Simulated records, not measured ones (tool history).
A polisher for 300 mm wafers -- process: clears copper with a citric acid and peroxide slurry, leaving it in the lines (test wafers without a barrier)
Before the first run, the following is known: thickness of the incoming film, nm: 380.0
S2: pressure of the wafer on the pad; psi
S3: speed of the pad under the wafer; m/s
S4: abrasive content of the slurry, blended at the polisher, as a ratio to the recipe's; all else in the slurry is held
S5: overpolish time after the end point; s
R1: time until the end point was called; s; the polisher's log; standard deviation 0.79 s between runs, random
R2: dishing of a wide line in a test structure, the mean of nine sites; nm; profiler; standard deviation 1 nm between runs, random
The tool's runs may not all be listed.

run 1 day=0.000 | flow_of_slurry_(ml/min)=175 S2=4.1 S3=1.40 S4=1.0 S5=18 | R1=96.852 R2=49.822
run 2 day=0.038 | flow_of_slurry_(ml/min)=175 S2=4.1 S3=1.40 S4=1.2 S5=18 | R1=95.055 R2=49.599
run 3 day=0.250 | flow_of_slurry_(ml/min)=180 S2=4.2 S3=1.40 S4=1.2 S5=18 | R1=92.128 R2=51.671
run 4 day=0.608 | flow_of_slurry_(ml/min)=185 S2=4.3 S3=1.40 S4=1.2 S5=18 | R1=89.127 R2=52.171
run 5 day=0.892 | flow_of_slurry_(ml/min)=190 S2=4.4 S3=1.40 S4=1.2 S5=18 | R1=87.190 R2=54.251
run 6 day=1.058 | flow_of_slurry_(ml/min)=190 S2=4.5 S3=1.40 S4=1.2 S5=18 | R1=87.133 R2=55.913
run 7 day=1.250 | flow_of_slurry_(ml/min)=190 S2=4.6 S3=1.40 S4=1.2 S5=18 | R1=84.525 R2=55.096
run 8 day=1.375 | flow_of_slurry_(ml/min)=190 S2=4.7 S3=1.40 S4=1.2 S5=18 | R1=83.519 R2=56.429
-- day=1.492 worn pad replaced by a new one
run 9 day=1.492 | flow_of_slurry_(ml/min)=210 S2=5.1 S3=1.40 S4=1.2 S5=16 | R1=70.545 R2=59.549
run 10 day=1.850 | flow_of_slurry_(ml/min)=205 S2=5.1 S3=1.40 S4=1.2 S5=16 | R1=72.387 R2=57.448

What will run 11 give?
run 11 day=2.008 | flow_of_slurry_(ml/min)=195 S2=5.1 S3=1.40 S4=1.2 S5=16 | R1=? R2=?

Logged for run 11: R1 71.469 s, R2 57.468 nm.
